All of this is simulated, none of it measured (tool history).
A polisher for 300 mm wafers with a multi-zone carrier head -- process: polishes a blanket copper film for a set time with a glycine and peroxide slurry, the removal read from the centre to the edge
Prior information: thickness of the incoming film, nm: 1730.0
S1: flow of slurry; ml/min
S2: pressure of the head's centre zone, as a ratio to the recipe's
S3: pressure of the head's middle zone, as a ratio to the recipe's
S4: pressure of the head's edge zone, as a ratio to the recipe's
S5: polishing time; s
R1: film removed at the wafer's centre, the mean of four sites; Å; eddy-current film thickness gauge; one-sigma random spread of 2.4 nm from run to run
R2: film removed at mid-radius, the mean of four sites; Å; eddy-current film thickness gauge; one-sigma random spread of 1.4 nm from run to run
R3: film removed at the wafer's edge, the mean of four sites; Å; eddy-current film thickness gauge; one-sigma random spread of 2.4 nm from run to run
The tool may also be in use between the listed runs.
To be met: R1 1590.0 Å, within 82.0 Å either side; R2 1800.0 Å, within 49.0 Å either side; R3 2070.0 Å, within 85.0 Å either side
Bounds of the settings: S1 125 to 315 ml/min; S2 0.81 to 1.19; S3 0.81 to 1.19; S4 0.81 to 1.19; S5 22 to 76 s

run 1 hour=0.0 | S1=205 S2=1.00 S3=1.00 S4=1.00 S5=49 | R1=2334.8 R2=2326.2 R3=2277.7
run 2 hour=6.2 | S1=205 S2=1.00 S3=1.00 S4=1.00 S5=40 | R1=1879.3 R2=1903.0 R3=1918.8
run 3 hour=8.9 | S1=205 S2=1.05 S3=1.00 S4=1.00 S5=40 | R1=2002.6 R2=1919.4 R3=1884.6
run 4 hour=16.1 | S1=205 S2=1.05 S3=1.00 S4=1.00 S5=32 | R1=1586.7 R2=1517.4 R3=1501.4
run 5 hour=20.4 | S1=210 S2=1.03 S3=1.00 S4=1.02 S5=33 | R1=1608.2 R2=1593.6 R3=1578.2
run 6 hour=26.2 | S1=210 S2=1.03 S3=1.00 S4=1.02 S5=28 | R1=1381.1 R2=1345.8 R3=1328.3
run 7 hour=29.1 | S1=205 S2=1.01 S3=0.99 S4=1.03 S5=30 | R1=1434.3 R2=1407.2 R3=1422.3
run 8 hour=33.2 | S1=200 S2=0.99 S3=0.99 S4=1.04 S5=32 | R1=1503.5 R2=1508.3 R3=1539.1
run 9 hour=38.4 | S1=200 S2=0.99 S3=0.99 S4=1.04 S5=32 | R1=1491.2 R2=1509.8 R3=1547.5
run 10 hour=43.8 | S1=195 S2=0.98 S3=0.99 S4=1.05 S5=33 | R1=1506.5 R2=1534.4 R3=1603.2
run 11 hour=45.2 | S1=190 S2=0.97 S3=0.99 S4=1.06 S5=34 | R1=1514.9 R2=1582.6 R3=1620.6
run 12 hour=51.3 | S1=190 S2=0.97 S3=0.99 S4=1.06 S5=34 | R1=1544.9 R2=1577.7 R3=1660.0
run 13 hour=59.1 | S1=190 S2=0.97 S3=0.99 S4=1.06 S5=34 | R1=1540.4 R2=1597.8 R3=1611.6
run 14 hour=60.2 | S1=195 S2=0.95 S3=0.98 S4=1.07 S5=35 | R1=1544.2 R2=1617.0 R3=1677.6
run 15 hour=67.7 | S1=190 S2=0.94 S3=0.97 S4=1.08 S5=36 | R1=1554.3 R2=1649.1 R3=1729.3
run 16 hour=69.9 | S1=185 S2=0.93 S3=0.96 S4=1.09 S5=37 | R1=1580.3 R2=1674.6 R3=1815.8
run 17 hour=71.2 | S1=185 S2=0.92 S3=0.96 S4=1.10 S5=37 | R1=1602.9 R2=1686.9 R3=1826.2
run 18 hour=79.4 | S1=185 S2=0.91 S3=0.96 S4=1.11 S5=37 | R1=1588.0 R2=1666.1 R3=1831.7
run 19 hour=88.3 | S1=220 S2=0.81 S3=0.98 S4=1.19 S5=41 | R1=1606.7 R2=1960.9 R3=2166.2
run 20 hour=94.7 | S1=215 S2=0.81 S3=0.97 S4=1.19 S5=41 | R1=1612.9 R2=1933.4 R3=2158.7
run 21 hour=97.3 | S1=210 S2=0.81 S3=0.97 S4=1.19 S5=41 | R1=1574.8 R2=1902.2 R3=2139.4

Which of these 4 next moves meets every target?
run A hour=99.9 | S1=245 S2=0.81 S3=1.03 S4=1.16 S5=42 | R1=? R2=? R3=?
run B hour=99.9 | S1=240 S2=0.83 S3=0.93 S4=1.19 S5=39 | R1=? R2=? R3=?
run C hour=99.9 | S1=185 S2=0.81 S3=1.03 S4=1.16 S5=42 | R1=? R2=? R3=?
run D hour=99.9 | S1=220 S2=0.82 S3=0.96 S4=1.19 S5=41 | R1=? R2=? R3=?

move=A R1=1662.5 R2=2082.2 R3=2162.4
move=B R1=1576.7 R2=1769.5 R3=2033.7
move=C R1=1590.9 R2=2001.4 R3=2099.6
move=D R1=1617.4 R2=1889.0 R3=2119.2
A: the biggest miss grows against the last run
B: every result lands within tolerance
C: the biggest miss grows against the last run
D: better than the last run, though not everything is in spec
The right move is B.
